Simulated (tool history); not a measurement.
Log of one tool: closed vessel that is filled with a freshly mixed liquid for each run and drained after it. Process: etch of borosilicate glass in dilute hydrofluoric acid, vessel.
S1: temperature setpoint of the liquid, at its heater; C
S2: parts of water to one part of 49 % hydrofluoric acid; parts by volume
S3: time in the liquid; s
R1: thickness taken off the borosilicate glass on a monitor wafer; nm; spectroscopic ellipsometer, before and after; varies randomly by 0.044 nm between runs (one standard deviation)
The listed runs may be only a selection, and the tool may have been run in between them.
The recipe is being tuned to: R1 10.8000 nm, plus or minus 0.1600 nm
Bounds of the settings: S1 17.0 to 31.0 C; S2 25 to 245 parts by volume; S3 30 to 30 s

{"run": 1, "hour": 0.0, "S1": 23.0, "S2": 135, "S3": 30, "R1": 4.8471}
{"run": 2, "hour": 6.0, "S1": 23.0, "S2": 110, "S3": 30, "R1": 6.0656}
{"run": 3, "hour": 12.4, "S1": 25.0, "S2": 100, "S3": 30, "R1": 7.3807}
{"run": 4, "hour": 20.1, "S1": 26.5, "S2": 100, "S3": 30, "R1": 7.7728}
{"run": 5, "hour": 25.9, "S1": 26.5, "S2": 120, "S3": 30, "R1": 6.3234}
{"run": 6, "hour": 28.0, "S1": 27.5, "S2": 110, "S3": 30, "R1": 7.2097}
{"run": 7, "hour": 31.8, "S1": 28.5, "S2": 100, "S3": 30, "R1": 8.3821}
{"run": 8, "hour": 35.9, "S1": 29.0, "S2": 95, "S3": 30, "R1": 9.0669}
{"run": 9, "hour": 38.6, "S1": 29.0, "S2": 95, "S3": 30, "R1": 9.11}

Which one of the following 5 next-run settings gets every result inside its allowed miss? There is exactly one.
{"run": "A", "hour": 41.3, "S1": 29.0, "S2": 90, "S3": 30, "R1": "?"}
{"run": "B", "hour": 41.3, "S1": 26.5, "S2": 100, "S3": 30, "R1": "?"}
{"run": "C", "hour": 41.3, "S1": 31.0, "S2": 90, "S3": 30, "R1": "?"}
{"run": "D", "hour": 41.3, "S1": 28.5, "S2": 80, "S3": 30, "R1": "?"}
{"run": "E", "hour": 41.3, "S1": 31.0, "S2": 80, "S3": 30, "R1": "?"}

move=A R1=9.5587
move=B R1=7.7096
move=C R1=10.3100
move=D R1=10.6980
move=E R1=11.7720
A: closer than the last run, but not yet in spec
B: the biggest miss grows against the last run
C: closer than the last run, but not yet in spec
D: every result within its allowed miss
E: the result that was furthest off in the last run now lies on the other side of its target
D meets every target.
